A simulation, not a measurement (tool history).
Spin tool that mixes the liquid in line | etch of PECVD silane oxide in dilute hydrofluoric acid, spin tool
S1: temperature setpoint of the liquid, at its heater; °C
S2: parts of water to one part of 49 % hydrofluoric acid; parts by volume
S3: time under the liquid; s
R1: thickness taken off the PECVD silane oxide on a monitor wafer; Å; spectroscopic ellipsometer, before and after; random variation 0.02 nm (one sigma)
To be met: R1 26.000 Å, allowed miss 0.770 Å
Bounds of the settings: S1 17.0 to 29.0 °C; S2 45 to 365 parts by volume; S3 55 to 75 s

run	day	S1	S2	S3	R1
1	0.000	21.0	205	75	48.684
2	0.258	20.0	230	75	40.693
3	0.442	20.0	165	75	61.369
4	0.508	20.0	190	75	52.278
5	0.538	19.0	220	75	41.972
6	0.912	17.0	220	75	38.759
7	1.012	17.0	240	75	34.772
8	1.129	17.0	255	75	31.793
9	1.183	17.0	265	75	30.571

5 next moves are on the table. One of them brings every result within its allowed miss. Which?
A	1.238	17.0	230	75	?
B	1.238	17.5	225	75	?
C	1.238	17.0	260	75	?
D	1.238	17.0	240	75	?
E	1.238	17.0	235	55	?

move	R1
A	36.474
B	38.197
C	31.393
D	34.635
E	26.058
A: further off than the last run
B: further off than the last run
C: further off than the last run
D: further off than the last run
E: meets every target
Move E is the one to make.

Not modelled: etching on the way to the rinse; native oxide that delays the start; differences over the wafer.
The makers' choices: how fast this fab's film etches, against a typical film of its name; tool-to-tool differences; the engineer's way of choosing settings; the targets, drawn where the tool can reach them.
